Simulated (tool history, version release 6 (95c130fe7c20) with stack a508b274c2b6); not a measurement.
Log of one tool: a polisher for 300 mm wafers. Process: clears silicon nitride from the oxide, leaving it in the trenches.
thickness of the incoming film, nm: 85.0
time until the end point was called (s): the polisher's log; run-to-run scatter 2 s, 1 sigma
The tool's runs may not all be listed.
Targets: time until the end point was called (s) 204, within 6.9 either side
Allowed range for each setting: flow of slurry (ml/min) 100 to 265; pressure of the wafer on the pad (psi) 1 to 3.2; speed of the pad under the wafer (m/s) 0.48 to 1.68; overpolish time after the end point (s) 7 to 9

run  hour  flow of slurry (ml/min)  pressure of the wafer on the pad (psi)  speed of the pad under the wafer (m/s)  overpolish time after the end point (s)  time until the end point was called (s)
  1     0                      170                                     2.1                                    1.08                                        9                                   124.82
  2   6.9                      170                                       2                                    1.08                                        9                                    130.5
  3  12.2                      170                                       2                                    1.08                                        7                                   131.14
  4  14.3                      170                                       2                                    1.08                                        9                                   131.68
  5  18.1                      170                                     1.9                                    1.08                                        9                                   137.78
  6  19.3                      170                                     1.8                                    1.08                                        9                                   144.48
  7  20.4                      170                                     1.7                                    1.08                                        9                                    151.2
  8  23.2                      170                                     1.6                                    1.08                                        9                                   161.98
  9  27.8                      170                                     1.5                                    1.08                                        9                                   168.19
 10  33.9                      160                                     1.3                                    1.08                                        9                                    195.4

Exercise: of the 4 proposed moves below, exactly one satisfies all targets within the stated allowed misses. Which move is it?
  A    40                      115                                     1.2                                    1.28                                        9                                        ?
  B    40                      160                                     1.6                                    0.96                                        7                                        ?
  C    40                      155                                     1.7                                    0.82                                        7                                        ?
  D    40                      150                                     1.1                                    1.34                                        9                                        ?

move  time until the end point was called (s)
   A                                   187.87
   B                                   182.34
   C                                   201.65
   D                                   185.94
A: further off than the last run
B: further off than the last run
C: in spec on every target
D: further off than the last run
Go with C: it meets all targets.

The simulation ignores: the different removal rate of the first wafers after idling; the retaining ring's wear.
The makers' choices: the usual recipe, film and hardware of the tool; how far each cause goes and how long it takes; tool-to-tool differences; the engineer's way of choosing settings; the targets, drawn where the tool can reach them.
